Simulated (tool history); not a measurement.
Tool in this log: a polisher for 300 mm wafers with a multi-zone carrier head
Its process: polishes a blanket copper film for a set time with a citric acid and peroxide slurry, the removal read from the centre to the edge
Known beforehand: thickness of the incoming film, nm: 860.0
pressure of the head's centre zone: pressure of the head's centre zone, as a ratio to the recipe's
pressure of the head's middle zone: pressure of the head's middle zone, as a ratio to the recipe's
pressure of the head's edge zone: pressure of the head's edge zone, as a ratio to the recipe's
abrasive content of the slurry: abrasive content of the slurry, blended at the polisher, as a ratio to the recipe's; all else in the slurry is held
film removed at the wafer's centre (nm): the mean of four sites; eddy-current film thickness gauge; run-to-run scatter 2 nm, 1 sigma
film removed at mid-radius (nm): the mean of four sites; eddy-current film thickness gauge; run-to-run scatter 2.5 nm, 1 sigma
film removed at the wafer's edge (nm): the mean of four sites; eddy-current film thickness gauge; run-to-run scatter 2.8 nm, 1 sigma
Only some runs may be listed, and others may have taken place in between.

run	day	flow of slurry (ml/min)	pressure of the head's centre zone	pressure of the head's middle zone	pressure of the head's edge zone	abrasive content of the slurry	polishing time (s)	film removed at the wafer's centre (nm)	film removed at mid-radius (nm)	film removed at the wafer's edge (nm)
1	0.000	290	1.00	1.00	1.00	1.00	83	173.65	166.15	168.59
2	0.292	290	1.00	1.00	1.00	1.00	70	144.63	139.72	143.18
3	0.533	290	0.99	1.01	1.03	1.10	75	158.21	157.25	154.32
4	0.683	285	0.96	0.98	1.04	1.15	81	168.07	168.07	173.51
5	0.938	285	0.95	0.97	1.05	1.20	84	174.97	171.96	183.94
6	1.167	285	0.94	0.97	1.06	1.25	86	181.54	173.67	188.30
7	1.442	285	0.92	0.98	1.07	1.30	89	182.68	187.33	201.61
8	1.762	285	0.93	0.99	1.08	1.35	90	187.76	191.88	204.31
9	1.971	290	0.93	0.99	1.09	1.40	91	195.93	194.42	208.81
10	2.188	290	0.93	1.00	1.10	1.40	92	198.03	200.72	209.80
11	2.362	290	0.93	1.00	1.10	1.40	93	201.00	206.75	212.13
12	2.479	295	0.93	1.00	1.11	1.40	94	200.15	210.49	216.56

Run 13 has not been measured yet. What should we expect?
13	2.712	300	0.93	0.99	1.12	1.40	95	?	?	?

{"run 13": {"film removed at the wafer's centre (nm)": 204.6, "film removed at mid-radius (nm)": 206.58, "film removed at the wafer's edge (nm)": 214.02}}
